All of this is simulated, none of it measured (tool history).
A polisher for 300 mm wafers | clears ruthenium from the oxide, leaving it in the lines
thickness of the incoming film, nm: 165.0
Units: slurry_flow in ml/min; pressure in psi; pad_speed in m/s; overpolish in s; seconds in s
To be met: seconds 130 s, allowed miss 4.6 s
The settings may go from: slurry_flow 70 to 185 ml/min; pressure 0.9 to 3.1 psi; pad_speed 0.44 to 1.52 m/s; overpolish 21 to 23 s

run 1 hour=0 | slurry_flow=120 pressure=2 pad_speed=0.98 overpolish=21 | seconds=165.76
run 2 hour=5.3 | slurry_flow=130 pressure=2 pad_speed=0.98 overpolish=21 | seconds=163.71
run 3 hour=13.5 | slurry_flow=130 pressure=2 pad_speed=0.98 overpolish=21 | seconds=161.99
run 4 hour=18.7 | slurry_flow=135 pressure=2.1 pad_speed=0.98 overpolish=21 | seconds=156.28
run 5 hour=21.9 | slurry_flow=135 pressure=2.4 pad_speed=0.98 overpolish=21 | seconds=138.95
run 6 hour=29.8 | slurry_flow=135 pressure=2.4 pad_speed=0.76 overpolish=21 | seconds=170.53
run 7 hour=34.8 | slurry_flow=135 pressure=2.6 pad_speed=0.76 overpolish=21 | seconds=157.11
run 8 hour=39.9 | slurry_flow=135 pressure=2.6 pad_speed=0.76 overpolish=21 | seconds=159.43
run 9 hour=47 | slurry_flow=140 pressure=2.7 pad_speed=0.76 overpolish=21 | seconds=152.65
run 10 hour=50.2 | slurry_flow=140 pressure=2.7 pad_speed=0.76 overpolish=21 | seconds=151.45
run 11 hour=59.1 | slurry_flow=140 pressure=2.8 pad_speed=0.76 overpolish=21 | seconds=144.93

4 next moves are on the table. One of them brings every result within its allowed miss. Which?
run A hour=68 | slurry_flow=145 pressure=2.9 pad_speed=0.82 overpolish=23 | seconds=?
run B hour=68 | slurry_flow=150 pressure=3.1 pad_speed=0.6 overpolish=21 | seconds=?
run C hour=68 | slurry_flow=140 pressure=2 pad_speed=0.96 overpolish=21 | seconds=?
run D hour=68 | slurry_flow=145 pressure=2.8 pad_speed=0.74 overpolish=22 | seconds=?

move=A seconds=133.25
move=B seconds=163.65
move=C seconds=166.89
move=D seconds=151.18
A: meets every target
B: further off than the last run
C: further off than the last run
D: further off than the last run
The right move is A.
